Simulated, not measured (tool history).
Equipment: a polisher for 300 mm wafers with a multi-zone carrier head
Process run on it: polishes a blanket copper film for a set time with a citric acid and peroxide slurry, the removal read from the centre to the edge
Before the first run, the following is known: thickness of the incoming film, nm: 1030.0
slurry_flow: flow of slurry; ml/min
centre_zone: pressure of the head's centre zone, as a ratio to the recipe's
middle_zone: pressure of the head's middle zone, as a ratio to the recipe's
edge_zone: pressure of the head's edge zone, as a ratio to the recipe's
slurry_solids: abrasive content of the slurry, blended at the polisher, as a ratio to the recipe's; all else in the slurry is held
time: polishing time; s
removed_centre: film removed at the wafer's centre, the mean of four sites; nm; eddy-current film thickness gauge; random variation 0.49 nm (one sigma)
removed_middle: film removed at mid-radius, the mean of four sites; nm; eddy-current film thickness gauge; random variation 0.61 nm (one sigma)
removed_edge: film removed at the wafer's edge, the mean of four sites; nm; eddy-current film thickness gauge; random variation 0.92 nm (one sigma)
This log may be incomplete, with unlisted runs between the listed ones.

run 1 hour=0.0 | slurry_flow=310 centre_zone=1.00 middle_zone=1.00 edge_zone=1.00 slurry_solids=1.00 time=34 | removed_centre=79.579 removed_middle=82.666 removed_edge=79.052
run 2 hour=8.6 | slurry_flow=245 centre_zone=1.00 middle_zone=1.00 edge_zone=1.00 slurry_solids=1.00 time=34 | removed_centre=77.591 removed_middle=80.248 removed_edge=77.587
run 3 hour=9.8 | slurry_flow=245 centre_zone=1.08 middle_zone=1.00 edge_zone=1.00 slurry_solids=1.00 time=34 | removed_centre=83.695 removed_middle=79.185 removed_edge=77.201
run 4 hour=13.3 | slurry_flow=310 centre_zone=1.08 middle_zone=1.00 edge_zone=1.00 slurry_solids=1.00 time=34 | removed_centre=86.789 removed_middle=83.595 removed_edge=81.342
run 5 hour=14.5 | slurry_flow=280 centre_zone=1.07 middle_zone=0.97 edge_zone=0.97 slurry_solids=0.95 time=34 | removed_centre=83.647 removed_middle=78.872 removed_edge=79.860
run 6 hour=22.4 | slurry_flow=280 centre_zone=1.07 middle_zone=0.97 edge_zone=0.94 slurry_solids=0.95 time=34 | removed_centre=83.333 removed_middle=79.018 removed_edge=76.656
run 7 hour=24.7 | slurry_flow=280 centre_zone=1.07 middle_zone=0.97 edge_zone=0.94 slurry_solids=0.95 time=34 | removed_centre=82.849 removed_middle=78.695 removed_edge=77.298

The next listed run, before its measurement:
run 8 hour=32.4 | slurry_flow=255 centre_zone=1.07 middle_zone=0.95 edge_zone=0.91 slurry_solids=0.95 time=34 | removed_centre=? removed_middle=? removed_edge=?

Run 8 yielded removed_centre 81.980 nm, removed_middle 77.030 nm, removed_edge 74.920 nm.
